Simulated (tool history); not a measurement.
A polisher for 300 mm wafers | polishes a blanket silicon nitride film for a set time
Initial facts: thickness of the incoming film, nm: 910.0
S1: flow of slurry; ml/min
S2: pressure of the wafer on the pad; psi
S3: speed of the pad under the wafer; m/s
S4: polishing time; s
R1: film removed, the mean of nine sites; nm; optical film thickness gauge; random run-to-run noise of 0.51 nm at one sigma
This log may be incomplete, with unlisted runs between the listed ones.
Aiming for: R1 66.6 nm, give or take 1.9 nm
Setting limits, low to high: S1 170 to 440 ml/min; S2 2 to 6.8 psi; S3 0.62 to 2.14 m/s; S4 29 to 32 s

| run | hour | S1 | S2 | S3 | S4 | R1 |
|---|---|---|---|---|---|---|
| 1 | 0 | 280 | 4.4 | 1.38 | 32 | 81.311 |
| 2 | 1.5 | 280 | 4.4 | 1.38 | 29 | 73.938 |
| 3 | 8.2 | 280 | 4.3 | 1.38 | 29 | 72.367 |
| 4 | 8.8 | 315 | 4.3 | 1.38 | 29 | 73.493 |
| 5 | 15.8 | 250 | 4.3 | 1.38 | 29 | 71.383 |
| 6 | 19.9 | 250 | 4.3 | 1.38 | 29 | 71.152 |
|  | 23.6 | worn pad replaced by a new one |
| 7 | 23.6 | 240 | 4.2 | 1.38 | 29 | 76.226 |
| 8 | 27.5 | 270 | 4.1 | 1.38 | 29 | 75.269 |
| 9 | 35.9 | 270 | 4.2 | 1.32 | 29 | 74.618 |

4 next moves are on the table. One of them brings every result within its allowed miss. Which?
| A | 44.3 | 210 | 4.3 | 1.44 | 29 | ? |
| B | 44.3 | 285 | 4.4 | 1.34 | 32 | ? |
| C | 44.3 | 275 | 4.3 | 1.32 | 30 | ? |
| D | 44.3 | 280 | 3.8 | 1.16 | 30 | ? |

| move | R1 |
|---|---|
| A | 78.23 |
| B | 87.429 |
| C | 79.17 |
| D | 65.257 |
A: misses by more than the last run did
B: misses by more than the last run did
C: misses by more than the last run did
D: each result inside its tolerance
D is the move that brings every result within its allowed miss.
